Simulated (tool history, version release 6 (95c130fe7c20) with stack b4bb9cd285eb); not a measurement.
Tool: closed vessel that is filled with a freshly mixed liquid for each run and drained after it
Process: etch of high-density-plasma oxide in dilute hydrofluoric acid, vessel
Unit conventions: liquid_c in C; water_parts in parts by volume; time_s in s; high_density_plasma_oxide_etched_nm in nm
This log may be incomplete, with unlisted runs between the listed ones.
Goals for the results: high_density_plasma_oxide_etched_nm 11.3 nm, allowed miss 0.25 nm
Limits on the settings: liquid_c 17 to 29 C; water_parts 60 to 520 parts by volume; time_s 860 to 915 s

run,day,liquid_c,water_parts,time_s,high_density_plasma_oxide_etched_nm
1,0,21,290,860,13.874
2,0.292,20.5,290,860,13.597
3,0.658,20,290,860,13.307
4,1.017,20,290,860,13.109
5,1.088,20,220,860,18.737
6,1.479,19.5,230,860,17.338
7,1.725,19,240,860,16.273
8,2.096,19,250,860,15.284
9,2.212,19,255,860,14.943
10,2.375,19,260,860,14.544

Consider the 4 candidate settings below. Which is the only one whose results all fall within their allowed miss of target?
A,2.538,17.5,280,915,?
B,2.538,17,300,860,?
C,2.538,19,305,860,?
D,2.538,17,305,915,?

move,high_density_plasma_oxide_etched_nm
A,13.42
B,11.357
C,11.986
D,11.836
A: moves toward the targets from the last run without getting all of them in spec
B: every result lands within tolerance
C: moves toward the targets from the last run without getting all of them in spec
D: moves toward the targets from the last run without getting all of them in spec
Answer: B

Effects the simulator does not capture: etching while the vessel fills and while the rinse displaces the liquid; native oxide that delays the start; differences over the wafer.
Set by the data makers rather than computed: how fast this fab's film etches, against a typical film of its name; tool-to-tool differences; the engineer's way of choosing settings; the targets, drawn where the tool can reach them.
